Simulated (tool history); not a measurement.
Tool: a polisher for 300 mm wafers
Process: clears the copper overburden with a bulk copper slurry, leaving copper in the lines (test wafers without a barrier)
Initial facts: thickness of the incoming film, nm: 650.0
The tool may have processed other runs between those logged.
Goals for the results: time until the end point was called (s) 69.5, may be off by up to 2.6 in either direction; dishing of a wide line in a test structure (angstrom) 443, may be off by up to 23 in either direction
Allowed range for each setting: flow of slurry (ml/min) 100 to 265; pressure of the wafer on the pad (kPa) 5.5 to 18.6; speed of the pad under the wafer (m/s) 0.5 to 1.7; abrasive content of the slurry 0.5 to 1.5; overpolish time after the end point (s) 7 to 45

| run | hour | flow of slurry (ml/min) | pressure of the wafer on the pad (kPa) | speed of the pad under the wafer (m/s) | abrasive content of the slurry | overpolish time after the end point (s) | time until the end point was called (s) | dishing of a wide line in a test structure (angstrom) |
|---|---|---|---|---|---|---|---|---|
| 1 | 0 | 170 | 11.7 | 1.1 | 1 | 23 | 105.74 | 431.32 |
| 2 | 4 | 170 | 11.7 | 1.1 | 1.1 | 23 | 104.25 | 428.4 |
| 3 | 5.6 | 170 | 13.8 | 1.1 | 1.1 | 23 | 88.253 | 461.64 |
| 4 | 12.7 | 170 | 13.8 | 1.1 | 1.15 | 23 | 87.2 | 479.11 |
| 5 | 19.1 | 170 | 14.5 | 1.12 | 1.1 | 19 | 83.846 | 451.24 |
| 6 | 22.4 | 175 | 15.2 | 1.12 | 1.1 | 17 | 77.423 | 445.25 |
| 7 | 29.7 | 185 | 15.2 | 1.12 | 1.1 | 16 | 77.247 | 451.48 |
| 8 | 30.6 | 190 | 15.2 | 1.12 | 1.1 | 14 | 77.566 | 419.28 |
| 9 | 37.1 | 195 | 15.9 | 1.12 | 1.1 | 14 | 73.375 | 433.96 |

Which single option among these 5 for the next run brings every result within its allowed miss of target? Just one does.
| A | 43.6 | 215 | 14.5 | 1.1 | 1.1 | 16 | ? | ? |
| B | 43.6 | 200 | 15.2 | 1.12 | 1 | 18 | ? | ? |
| C | 43.6 | 185 | 17.9 | 1.06 | 1.1 | 14 | ? | ? |
| D | 43.6 | 265 | 17.2 | 0.86 | 1.15 | 15 | ? | ? |
| E | 43.6 | 195 | 16.5 | 1.22 | 1.1 | 13 | ? | ? |

| move | time until the end point was called (s) | dishing of a wide line in a test structure (angstrom) |
|---|---|---|
| A | 80.325 | 424.14 |
| B | 77.969 | 445.49 |
| C | 69.028 | 436.5 |
| D | 82.939 | 417.6 |
| E | 64.619 | 431.8 |
A: its largest miss is bigger than the last run's
B: its largest miss is bigger than the last run's
C: every result within its allowed miss
D: its largest miss is bigger than the last run's
E: moves the result that the last run missed by most past its target, out the other side
C is the move that brings every result within its allowed miss.
